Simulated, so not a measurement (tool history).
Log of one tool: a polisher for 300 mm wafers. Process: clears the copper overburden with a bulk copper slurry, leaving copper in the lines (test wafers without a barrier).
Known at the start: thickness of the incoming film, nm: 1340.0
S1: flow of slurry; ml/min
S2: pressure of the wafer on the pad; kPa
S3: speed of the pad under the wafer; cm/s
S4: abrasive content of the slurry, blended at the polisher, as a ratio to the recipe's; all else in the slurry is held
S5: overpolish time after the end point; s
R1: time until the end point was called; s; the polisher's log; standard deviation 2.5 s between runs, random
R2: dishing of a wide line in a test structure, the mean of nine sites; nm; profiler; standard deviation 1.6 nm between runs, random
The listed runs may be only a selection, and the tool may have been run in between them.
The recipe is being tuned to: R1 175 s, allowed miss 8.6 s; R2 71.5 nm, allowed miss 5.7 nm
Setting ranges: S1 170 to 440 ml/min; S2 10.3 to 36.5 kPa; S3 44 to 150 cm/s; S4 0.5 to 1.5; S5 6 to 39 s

| run | hour | S1 | S2 | S3 | S4 | S5 | R1 | R2 |
|---|---|---|---|---|---|---|---|---|
| 1 | 0 | 280 | 23.4 | 96 | 1 | 20 | 116 | 76.324 |
| 2 | 4.8 | 280 | 28.3 | 96 | 1 | 20 | 98.138 | 82.696 |
| 3 | 7.3 | 280 | 28.3 | 96 | 0.85 | 20 | 98.329 | 82.506 |
| 4 | 16 | 280 | 28.3 | 82 | 0.85 | 20 | 115.58 | 80.78 |
| 5 | 21.5 | 280 | 28.3 | 82 | 0.7 | 20 | 120.39 | 79.632 |
| 6 | 22.5 | 280 | 28.3 | 104 | 0.7 | 20 | 94.024 | 84.095 |
| 7 | 26.3 | 280 | 26.2 | 104 | 0.7 | 21 | 103.2 | 83.258 |
| 8 | 31.9 | 280 | 24.8 | 104 | 0.7 | 21 | 106.22 | 81.391 |
| 9 | 40 | 280 | 23.4 | 104 | 0.7 | 22 | 110.2 | 82.259 |
| 10 | 48.3 | 280 | 22.1 | 104 | 0.7 | 22 | 119.91 | 78.393 |
| 11 | 53.7 | 280 | 22.1 | 104 | 0.7 | 22 | 120 | 78.364 |
| 12 | 61.3 | 280 | 20.7 | 104 | 0.7 | 23 | 128.83 | 74.906 |
| 13 | 69.2 | 280 | 20.7 | 104 | 0.7 | 23 | 132.27 | 79.198 |
| 14 | 76.8 | 280 | 13.8 | 102 | 0.7 | 24 | 184.91 | 63.961 |
| 15 | 83.6 | 280 | 13.8 | 102 | 0.7 | 25 | 196.69 | 69.126 |

Which one of the following 4 next-run settings gets every result inside its allowed miss? There is exactly one.
| A | 90.4 | 185 | 10.3 | 110 | 0.9 | 26 | ? | ? |
| B | 90.4 | 345 | 17.2 | 100 | 0.7 | 32 | ? | ? |
| C | 90.4 | 170 | 16.5 | 96 | 0.7 | 26 | ? | ? |
| D | 90.4 | 275 | 12.4 | 104 | 0.65 | 29 | ? | ? |

| move | R1 | R2 |
|---|---|---|
| A | 235.2 | 60.599 |
| B | 157.96 | 78.718 |
| C | 179.56 | 71.869 |
| D | 212.43 | 67.285 |
A: its largest miss is bigger than the last run's
B: moves the result that the last run missed by most past its target, out the other side
C: hits every target within its allowed miss
D: its largest miss is bigger than the last run's
Move C is the one to make.
